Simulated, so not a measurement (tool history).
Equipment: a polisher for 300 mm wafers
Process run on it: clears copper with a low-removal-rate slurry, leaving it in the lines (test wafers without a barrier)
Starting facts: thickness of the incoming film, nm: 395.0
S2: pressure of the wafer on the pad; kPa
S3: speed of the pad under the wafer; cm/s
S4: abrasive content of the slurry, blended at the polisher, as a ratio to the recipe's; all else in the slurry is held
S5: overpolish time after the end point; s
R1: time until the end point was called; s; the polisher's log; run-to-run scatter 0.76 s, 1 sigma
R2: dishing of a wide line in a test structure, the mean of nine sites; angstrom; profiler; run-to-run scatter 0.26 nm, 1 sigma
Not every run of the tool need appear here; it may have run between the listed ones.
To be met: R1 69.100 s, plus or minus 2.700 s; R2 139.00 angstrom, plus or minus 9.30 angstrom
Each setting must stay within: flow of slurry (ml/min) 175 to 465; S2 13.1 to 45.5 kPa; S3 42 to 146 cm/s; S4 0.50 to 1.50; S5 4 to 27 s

Run 1, hour 0.0: flow of slurry (ml/min) 295, S2 29.0 kPa, S3 94 cm/s, S4 1.00, S5 14 s. Result: R1 91.010 s, R2 336.69 angstrom.
Run 2, hour 7.9: flow of slurry (ml/min) 295, S2 29.0 kPa, S3 98 cm/s, S4 1.00, S5 11 s. Result: R1 86.157 s, R2 273.59 angstrom.
Run 3, hour 10.3: flow of slurry (ml/min) 295, S2 29.0 kPa, S3 98 cm/s, S4 0.90, S5 11 s. Result: R1 91.280 s, R2 279.20 angstrom.
Run 4, hour 14.8: flow of slurry (ml/min) 280, S2 27.6 kPa, S3 102 cm/s, S4 1.05, S5 9 s. Result: R1 88.441 s, R2 241.27 angstrom.
Run 5, hour 19.8: flow of slurry (ml/min) 280, S2 27.6 kPa, S3 102 cm/s, S4 0.85, S5 9 s. Result: R1 91.914 s, R2 232.70 angstrom.
Run 6, hour 23.9: flow of slurry (ml/min) 280, S2 27.6 kPa, S3 124 cm/s, S4 0.85, S5 9 s. Result: R1 75.248 s, R2 264.78 angstrom.
Run 7, hour 24.5: flow of slurry (ml/min) 250, S2 24.8 kPa, S3 130 cm/s, S4 1.05, S5 8 s. Result: R1 79.861 s, R2 228.02 angstrom.
Run 8, hour 25.6: flow of slurry (ml/min) 230, S2 24.1 kPa, S3 134 cm/s, S4 1.15, S5 7 s. Result: R1 78.962 s, R2 202.20 angstrom.
Run 9, hour 28.6: flow of slurry (ml/min) 215, S2 24.1 kPa, S3 138 cm/s, S4 1.25, S5 6 s. Result: R1 76.662 s, R2 185.20 angstrom.
Run 10, hour 32.9: flow of slurry (ml/min) 205, S2 24.1 kPa, S3 140 cm/s, S4 1.30, S5 5 s. Result: R1 74.770 s, R2 164.46 angstrom.
Run 11, hour 34.0: flow of slurry (ml/min) 195, S2 24.1 kPa, S3 142 cm/s, S4 1.35, S5 5 s. Result: R1 75.775 s, R2 163.40 angstrom.
Run 12, hour 35.0: flow of slurry (ml/min) 190, S2 24.8 kPa, S3 144 cm/s, S4 1.40, S5 5 s. Result: R1 71.285 s, R2 161.32 angstrom.
Run 13, hour 39.5: flow of slurry (ml/min) 185, S2 24.8 kPa, S3 144 cm/s, S4 1.45, S5 5 s. Result: R1 71.275 s, R2 167.02 angstrom.
Run 14, hour 41.5: flow of slurry (ml/min) 180, S2 24.8 kPa, S3 144 cm/s, S4 1.45, S5 5 s. Result: R1 71.409 s, R2 161.93 angstrom.

Below are 4 possible settings for the next run. Only one of them brings all results inside the allowed miss of their targets. Which is it?
Run A, hour 43.5: flow of slurry (ml/min) 180, S2 24.1 kPa, S3 140 cm/s, S4 1.50, S5 7 s. Result: R1 ?, R2 ?.
Run B, hour 43.5: flow of slurry (ml/min) 260, S2 26.2 kPa, S3 136 cm/s, S4 1.00, S5 7 s. Result: R1 ?, R2 ?.
Run C, hour 43.5: flow of slurry (ml/min) 235, S2 31.0 kPa, S3 118 cm/s, S4 1.30, S5 4 s. Result: R1 ?, R2 ?.
Run D, hour 43.5: flow of slurry (ml/min) 260, S2 21.4 kPa, S3 144 cm/s, S4 1.50, S5 4 s. Result: R1 ?, R2 ?.

move      R1      R2
   A  76.009  206.86
   B  74.039  212.25
   C  70.577  132.20
   D  77.384  120.57
A: misses by more than the last run did
B: misses by more than the last run did
C: every result within its allowed miss
D: pushes the last run's worst result past its target
The right move is C.
